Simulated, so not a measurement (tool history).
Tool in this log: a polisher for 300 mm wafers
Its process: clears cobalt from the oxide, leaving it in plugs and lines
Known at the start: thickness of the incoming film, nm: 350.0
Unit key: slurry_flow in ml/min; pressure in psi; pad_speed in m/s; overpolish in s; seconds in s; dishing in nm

run    day  slurry_flow  pressure  pad_speed  overpolish  seconds  dishing
  1      0          175       1.7       0.92          15   99.093    42.64
  2  0.304          175       1.7       0.92          10   99.638   31.208
  3  0.388          175       1.8       0.92          12   96.656   37.073
  4  0.525          175       1.8       0.92          15   95.904   44.871
  5  0.888          175       1.5       0.92          15   106.13   39.926
  6  1.229          200       1.5       0.92          15    103.6   42.703
  7  1.312          210       1.6       0.92          15   101.82   43.778
  8  1.588          210       1.8       0.92          15     91.9   45.114
  9  1.954          210       1.9       0.92          15   90.903    45.88
 10  2.117          210         2       0.92          15   89.135   47.182
 11  2.254          210       2.1       0.92          15   83.359    49.57

Run 12, settings as shown, results not yet in. Your forecast:
 12  2.346          210       2.2       0.92          15        ?        ?

seconds: 80.566 s
dishing: 49.793 nm
